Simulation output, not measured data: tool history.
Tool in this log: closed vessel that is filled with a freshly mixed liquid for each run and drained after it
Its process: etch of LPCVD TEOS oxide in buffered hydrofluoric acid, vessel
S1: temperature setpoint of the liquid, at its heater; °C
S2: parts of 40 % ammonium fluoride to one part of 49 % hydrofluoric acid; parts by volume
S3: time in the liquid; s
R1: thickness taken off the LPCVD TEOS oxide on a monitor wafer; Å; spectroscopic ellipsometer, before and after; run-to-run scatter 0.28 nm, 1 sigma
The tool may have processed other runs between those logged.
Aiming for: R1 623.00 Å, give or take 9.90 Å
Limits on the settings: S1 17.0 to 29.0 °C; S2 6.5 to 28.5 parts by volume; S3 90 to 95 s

run,hour,S1,S2,S3,R1
1,0.0,21.0,17.5,90,694.28
2,1.9,24.0,17.5,90,821.46
3,3.3,23.5,17.5,90,799.38
4,9.9,23.5,17.5,90,794.84
5,14.0,23.5,17.5,95,847.71
6,14.5,26.5,17.5,95,997.00
7,20.5,25.5,17.5,95,943.41
8,22.6,24.5,17.5,95,894.37
9,31.5,23.5,17.5,95,850.21
10,37.3,23.0,17.5,95,823.11
11,41.7,22.5,17.5,95,799.41
12,46.7,18.5,17.5,95,643.49

Exercise: of the 4 proposed moves below, exactly one satisfies all targets within the stated allowed misses. Which move is it?
A,51.7,17.5,17.0,95,?
B,51.7,17.5,16.0,95,?
C,51.7,20.5,19.5,95,?
D,51.7,20.0,18.0,90,?

move,R1
A,627.54
B,666.21
C,649.24
D,647.27
A: every result within its allowed miss
B: its largest miss is bigger than the last run's
C: its largest miss is bigger than the last run's
D: its largest miss is bigger than the last run's
Correct choice: A, which meets every target
